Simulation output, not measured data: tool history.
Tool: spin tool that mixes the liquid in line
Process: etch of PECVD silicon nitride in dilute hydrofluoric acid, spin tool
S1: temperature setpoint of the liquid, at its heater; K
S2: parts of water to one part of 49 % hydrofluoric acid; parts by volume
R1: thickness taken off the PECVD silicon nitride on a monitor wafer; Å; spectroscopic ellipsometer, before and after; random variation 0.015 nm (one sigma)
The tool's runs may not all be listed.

Run 1, hour 0.0: S1 294.15 K, S2 90 parts by volume, time under the liquid (s) 100. Result: R1 28.141 Å.
Run 2, hour 3.1: S1 294.15 K, S2 90 parts by volume, time under the liquid (s) 100. Result: R1 28.127 Å.
Run 3, hour 6.5: S1 294.15 K, S2 90 parts by volume, time under the liquid (s) 100. Result: R1 28.287 Å.
Run 4, hour 7.7: S1 294.15 K, S2 90 parts by volume, time under the liquid (s) 75. Result: R1 21.111 Å.
Run 5, hour 13.8: S1 294.15 K, S2 90 parts by volume, time under the liquid (s) 75. Result: R1 20.924 Å.
Run 6, hour 22.1: S1 297.65 K, S2 90 parts by volume, time under the liquid (s) 75. Result: R1 26.936 Å.
Run 7, hour 29.1: S1 296.15 K, S2 90 parts by volume, time under the liquid (s) 75. Result: R1 23.966 Å.
Run 8, hour 35.3: S1 295.15 K, S2 90 parts by volume, time under the liquid (s) 75. Result: R1 22.720 Å.

Forecast run 9:
Run 9, hour 37.7: S1 291.65 K, S2 90 parts by volume, time under the liquid (s) 75. Result: R1 ?.

R1: 17.696 Å

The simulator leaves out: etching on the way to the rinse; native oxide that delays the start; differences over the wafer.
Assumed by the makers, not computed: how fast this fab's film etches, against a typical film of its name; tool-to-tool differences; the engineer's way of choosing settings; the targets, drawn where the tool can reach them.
